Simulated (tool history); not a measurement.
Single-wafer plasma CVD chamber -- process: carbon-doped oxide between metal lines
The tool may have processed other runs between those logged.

run,hour,heater temperature setpoint (°C),chamber pressure (mTorr),RF power (W),deposition time (s),mean film thickness on the monitor wafer (nm)
1,0,335,4850,590,14.2,78.897
2,3.9,335,4850,560,14.2,76.021
3,7.1,335,4850,615,14.2,80.914
4,14.3,335,4850,575,14.2,77.929
5,18.7,337,4620,550,14.1,74.67
6,23.1,337,4620,610,14.1,79.748
7,26.7,338,4600,575,14,76.05
8,34.1,339,4570,550,13.9,72.44

Estimate the outcome of run 9 from the log above:
9,36.9,341,4490,545,13.9,?

mean film thickness on the monitor wafer (nm): 71.915

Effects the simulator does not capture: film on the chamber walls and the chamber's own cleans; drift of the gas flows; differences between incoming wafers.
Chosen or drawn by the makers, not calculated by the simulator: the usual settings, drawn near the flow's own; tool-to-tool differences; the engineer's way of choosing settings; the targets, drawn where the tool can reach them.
